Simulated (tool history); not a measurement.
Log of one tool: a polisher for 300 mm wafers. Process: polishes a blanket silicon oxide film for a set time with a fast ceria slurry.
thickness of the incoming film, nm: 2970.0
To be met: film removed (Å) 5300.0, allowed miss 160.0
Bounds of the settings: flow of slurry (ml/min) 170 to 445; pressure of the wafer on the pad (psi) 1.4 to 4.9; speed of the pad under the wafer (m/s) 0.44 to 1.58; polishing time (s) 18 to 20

run  hour  flow of slurry (ml/min)  pressure of the wafer on the pad (psi)  speed of the pad under the wafer (m/s)  polishing time (s)  film removed (Å)
  1   0.0                      285                                     3.1                                    1.00                  20            2947.2
  2   8.2                      285                                     3.1                                    0.74                  20            2212.2
  3  12.1                      285                                     3.4                                    0.78                  20            2561.4
  4  20.1                      285                                     3.6                                    0.82                  20            2842.4
  5  25.1                      255                                     3.6                                    0.82                  20            2798.4
  6  30.0                      260                                     3.8                                    0.84                  20            2998.3
  7  31.5                      265                                     4.7                                    1.12                  20            4932.3
  8  32.0                      270                                     4.8                                    1.14                  20            5117.1

4 next moves are on the table. One of them brings every result within its allowed miss. Which?
  A  32.5                      270                                     4.7                                    1.12                  20                 ?
  B  32.5                      245                                     4.5                                    1.32                  19                 ?
  C  32.5                      270                                     4.7                                    1.24                  18                 ?
  D  32.5                      275                                     4.9                                    1.04                  20                 ?

move  film removed (Å)
   A            4955.9
   B            5246.8
   C            4925.3
   D            4811.8
A: further off than the last run
B: meets every target
C: further off than the last run
D: further off than the last run
Answer: B

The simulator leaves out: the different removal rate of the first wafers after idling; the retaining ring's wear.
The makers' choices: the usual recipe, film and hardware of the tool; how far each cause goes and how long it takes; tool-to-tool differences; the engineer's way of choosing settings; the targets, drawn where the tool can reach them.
